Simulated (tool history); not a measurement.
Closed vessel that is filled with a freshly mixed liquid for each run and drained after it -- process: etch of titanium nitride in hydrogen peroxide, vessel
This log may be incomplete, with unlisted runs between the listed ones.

| run | hour | temperature setpoint of the liquid (K) | concentration of hydrogen peroxide in the mixed liquid (% by weight) | time in the liquid (s) | thickness taken off the titanium nitride on a monitor wafer (angstrom) |
|---|---|---|---|---|---|
| 1 | 0 | 320.15 | 16.5 | 520 | 233.44 |
| 2 | 1.1 | 320.15 | 14.5 | 520 | 228.77 |
| 3 | 5.8 | 320.15 | 14.5 | 555 | 242.36 |
| 4 | 10.3 | 324.15 | 14.5 | 555 | 325.74 |
| 5 | 11.1 | 327.15 | 14.5 | 555 | 397.74 |
| 6 | 16.1 | 321.65 | 14.5 | 555 | 272.2 |
| 7 | 20 | 329.65 | 14.5 | 555 | 482.03 |

What will run 8 give?
| 8 | 24.7 | 334.15 | 14.5 | 555 | ? |

Logged for run 8: thickness taken off the titanium nitride on a monitor wafer (angstrom) 653.39.
